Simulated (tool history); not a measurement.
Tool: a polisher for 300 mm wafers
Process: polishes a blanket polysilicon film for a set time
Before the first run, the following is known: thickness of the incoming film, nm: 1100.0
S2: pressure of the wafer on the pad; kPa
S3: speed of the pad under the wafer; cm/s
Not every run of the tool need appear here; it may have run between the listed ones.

Run 1, hour 0.0: flow of slurry (ml/min) 125, S2 22.1 kPa, S3 120 cm/s, polishing time (s) 24. Result: film removed (nm) 328.70.
Run 2, hour 8.8: flow of slurry (ml/min) 125, S2 18.6 kPa, S3 114 cm/s, polishing time (s) 24. Result: film removed (nm) 260.71.
Run 3, hour 9.6: flow of slurry (ml/min) 125, S2 18.6 kPa, S3 104 cm/s, polishing time (s) 24. Result: film removed (nm) 245.38.
Run 4, hour 13.4: flow of slurry (ml/min) 125, S2 22.8 kPa, S3 104 cm/s, polishing time (s) 24. Result: film removed (nm) 283.20.
Run 5, hour 15.5: flow of slurry (ml/min) 125, S2 22.8 kPa, S3 104 cm/s, polishing time (s) 24. Result: film removed (nm) 285.00.
Run 6, hour 23.7: flow of slurry (ml/min) 125, S2 19.3 kPa, S3 100 cm/s, polishing time (s) 24. Result: film removed (nm) 238.59.
Run 7, hour 28.1: flow of slurry (ml/min) 125, S2 16.5 kPa, S3 98 cm/s, polishing time (s) 24. Result: film removed (nm) 202.58.
Run 8, hour 33.3: flow of slurry (ml/min) 125, S2 15.2 kPa, S3 98 cm/s, polishing time (s) 24. Result: film removed (nm) 187.95.

Expected results for the next run?
Run 9, hour 40.9: flow of slurry (ml/min) 125, S2 13.8 kPa, S3 98 cm/s, polishing time (s) 24. Result: film removed (nm) ?.

film removed (nm): 169.64

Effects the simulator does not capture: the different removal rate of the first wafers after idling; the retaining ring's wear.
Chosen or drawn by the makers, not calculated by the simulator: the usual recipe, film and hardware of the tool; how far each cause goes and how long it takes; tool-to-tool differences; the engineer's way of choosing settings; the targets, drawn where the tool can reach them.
